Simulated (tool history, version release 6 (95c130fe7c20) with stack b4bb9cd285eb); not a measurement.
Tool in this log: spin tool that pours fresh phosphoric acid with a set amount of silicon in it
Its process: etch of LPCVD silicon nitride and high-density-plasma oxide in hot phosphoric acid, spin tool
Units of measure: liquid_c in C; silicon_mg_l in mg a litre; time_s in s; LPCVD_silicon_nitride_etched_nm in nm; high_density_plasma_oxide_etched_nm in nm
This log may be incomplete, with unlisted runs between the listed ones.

| run | hour | liquid_c | silicon_mg_l | time_s | LPCVD_silicon_nitride_etched_nm | high_density_plasma_oxide_etched_nm |
|---|---|---|---|---|---|---|
| 1 | 0 | 161 | 20.5 | 55 | 4.9374 | 0.23462 |
| 2 | 2.4 | 160 | 20.5 | 55 | 4.7682 | 0.24769 |
| 3 | 4.5 | 160.5 | 23.5 | 60 | 5.2616 | 0.18962 |
| 4 | 11.5 | 160.5 | 23.5 | 45 | 3.9653 | 0.18225 |
| 5 | 18.3 | 160.5 | 23.5 | 35 | 3.0543 | 0.1288 |
| 6 | 24.3 | 160.5 | 23.5 | 25 | 2.2192 | 0.11255 |
| 7 | 27.9 | 161 | 25.5 | 30 | 2.7128 | 0.097377 |

Predict the results of run 8:
| 8 | 29 | 161.5 | 25.5 | 35 | ? | ? |

LPCVD_silicon_nitride_etched_nm: 3.1905 nm
high_density_plasma_oxide_etched_nm: 0.14864 nm
